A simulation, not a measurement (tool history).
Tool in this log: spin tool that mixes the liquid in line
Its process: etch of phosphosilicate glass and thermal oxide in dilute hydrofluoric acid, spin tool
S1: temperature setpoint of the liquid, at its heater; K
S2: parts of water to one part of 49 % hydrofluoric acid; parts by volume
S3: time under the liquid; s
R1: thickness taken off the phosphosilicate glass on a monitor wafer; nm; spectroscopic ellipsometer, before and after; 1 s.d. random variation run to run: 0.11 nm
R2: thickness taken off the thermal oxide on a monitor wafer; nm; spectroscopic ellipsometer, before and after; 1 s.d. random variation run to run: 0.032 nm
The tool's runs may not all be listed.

run 1 day=0.000 | S1=298.15 S2=295 S3=30 | R1=12.718 R2=0.41396
run 2 day=0.062 | S1=298.15 S2=225 S3=30 | R1=17.767 R2=0.62991
run 3 day=0.167 | S1=298.15 S2=120 S3=30 | R1=37.908 R2=1.22860
run 4 day=0.525 | S1=297.15 S2=135 S3=30 | R1=31.986 R2=1.10870
run 5 day=0.708 | S1=297.15 S2=170 S3=30 | R1=24.236 R2=0.80612
run 6 day=0.904 | S1=297.15 S2=205 S3=30 | R1=19.370 R2=0.58944

What does the tool deliver on the next run?
run 7 day=1.017 | S1=296.15 S2=210 S3=30 | R1=? R2=?

{"run 7": {"R1": 17.803, "R2": 0.65579}}
